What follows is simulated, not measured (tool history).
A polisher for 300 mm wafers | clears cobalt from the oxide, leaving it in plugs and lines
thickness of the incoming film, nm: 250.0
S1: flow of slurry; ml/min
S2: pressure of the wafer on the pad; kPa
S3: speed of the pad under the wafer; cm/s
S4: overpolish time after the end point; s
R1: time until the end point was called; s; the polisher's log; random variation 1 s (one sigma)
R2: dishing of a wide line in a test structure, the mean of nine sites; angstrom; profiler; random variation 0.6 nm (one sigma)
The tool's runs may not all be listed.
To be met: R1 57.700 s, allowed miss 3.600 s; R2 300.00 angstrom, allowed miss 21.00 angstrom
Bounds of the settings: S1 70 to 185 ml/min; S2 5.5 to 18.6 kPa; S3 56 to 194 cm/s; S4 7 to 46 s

| run | hour | S1 | S2 | S3 | S4 | R1 | R2 |
|---|---|---|---|---|---|---|---|
| 1 | 0.0 | 120 | 11.7 | 124 | 24 | 40.236 | 312.20 |
| 2 | 8.0 | 120 | 14.5 | 124 | 24 | 32.136 | 310.67 |
| 3 | 9.9 | 100 | 14.5 | 124 | 24 | 33.943 | 312.04 |
| 4 | 10.6 | 115 | 14.5 | 124 | 24 | 33.559 | 332.72 |
| 5 | 16.0 | 120 | 12.4 | 118 | 25 | 40.721 | 325.49 |
| 6 | 21.0 | 115 | 11.0 | 118 | 22 | 45.189 | 312.88 |
| 7 | 29.5 | 110 | 10.3 | 118 | 20 | 48.351 | 298.83 |
| 8 | 30.2 | 110 | 9.7 | 116 | 21 | 53.408 | 303.44 |

Which of these 4 next moves meets every target?
| A | 30.9 | 140 | 13.8 | 70 | 17 | ? | ? |
| B | 30.9 | 115 | 9.7 | 120 | 25 | ? | ? |
| C | 30.9 | 115 | 9.7 | 128 | 18 | ? | ? |
| D | 30.9 | 95 | 9.0 | 122 | 19 | ? | ? |

| move | R1 | R2 |
|---|---|---|
| A | 49.841 | 300.66 |
| B | 52.699 | 313.31 |
| C | 50.411 | 302.86 |
| D | 58.973 | 297.79 |
A: further off than the last run
B: further off than the last run
C: further off than the last run
D: meets every target
Move D is the one to make.

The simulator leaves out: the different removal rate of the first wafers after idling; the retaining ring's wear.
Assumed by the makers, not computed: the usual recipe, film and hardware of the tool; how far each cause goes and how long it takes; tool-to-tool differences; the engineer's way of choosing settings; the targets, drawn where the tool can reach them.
